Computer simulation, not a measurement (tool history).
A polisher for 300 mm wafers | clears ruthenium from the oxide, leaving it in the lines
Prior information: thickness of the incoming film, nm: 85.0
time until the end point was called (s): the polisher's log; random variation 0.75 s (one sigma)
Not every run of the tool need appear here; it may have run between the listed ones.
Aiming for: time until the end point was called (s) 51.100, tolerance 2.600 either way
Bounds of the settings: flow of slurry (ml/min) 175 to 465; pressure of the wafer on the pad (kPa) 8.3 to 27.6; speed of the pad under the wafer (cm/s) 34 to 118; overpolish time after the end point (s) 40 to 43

run	hour	flow of slurry (ml/min)	pressure of the wafer on the pad (kPa)	speed of the pad under the wafer (cm/s)	overpolish time after the end point (s)	time until the end point was called (s)
1	0.0	295	17.9	76	40	78.867
2	5.5	295	17.9	58	40	105.610
3	11.2	295	20.0	62	40	85.735
4	17.9	295	20.0	76	40	70.579
5	21.5	295	20.0	62	40	85.892
6	23.7	295	24.1	62	40	74.163
7	28.7	295	24.8	66	40	67.104
8	36.4	295	25.5	68	40	63.300
9	37.1	295	26.2	70	40	59.886

Which of these 5 next moves meets every target?
A	37.8	195	26.9	82	43	?
B	37.8	295	26.2	72	43	?
C	37.8	240	26.2	74	40	?
D	37.8	325	19.3	94	43	?
E	37.8	300	25.5	58	40	?

move	time until the end point was called (s)
A	50.775
B	57.719
C	56.863
D	59.685
E	72.922
A: meets every target
B: nearer the targets than the last run, but a result is still out of spec
C: nearer the targets than the last run, but a result is still out of spec
D: about the same distance from the targets as the last run
E: moves away from the targets compared with the last run
Answer: A

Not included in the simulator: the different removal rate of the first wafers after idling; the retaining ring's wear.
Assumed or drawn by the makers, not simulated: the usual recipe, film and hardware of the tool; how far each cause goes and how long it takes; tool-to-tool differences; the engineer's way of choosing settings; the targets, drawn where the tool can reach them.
